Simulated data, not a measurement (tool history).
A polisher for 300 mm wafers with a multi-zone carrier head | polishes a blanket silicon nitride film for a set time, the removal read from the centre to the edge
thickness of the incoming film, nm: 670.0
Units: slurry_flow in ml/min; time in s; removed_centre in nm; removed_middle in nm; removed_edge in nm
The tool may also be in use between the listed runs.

run  hour  slurry_flow  centre_zone  middle_zone  edge_zone  time  removed_centre  removed_middle  removed_edge
  1   0.0          290         1.00         1.00       1.00    31          68.845          67.397        67.509
  2   2.9          220         1.00         1.00       1.00    31          66.144          65.327        66.531
  3   6.2          230         0.99         1.05       1.04    33          70.105          73.215        72.002
  4  12.3          240         0.98         1.08       1.08    34          73.646          77.213        77.217
  5  14.2          240         0.98         1.04       1.08    34          71.227          74.538        76.046
  6  17.1          240         0.98         1.04       1.13    34          71.667          75.215        78.238
  7  20.6          260         0.97         1.08       1.13    35          73.776          81.102        80.482
  8  29.0          265         0.97         1.10       1.14    36          75.838          83.159        84.526

Forecast run 9:
  9  33.7          265         0.96         1.13       1.12    37               ?               ?             ?

removed_centre: 76.060 nm
removed_middle: 88.804 nm
removed_edge: 85.936 nm
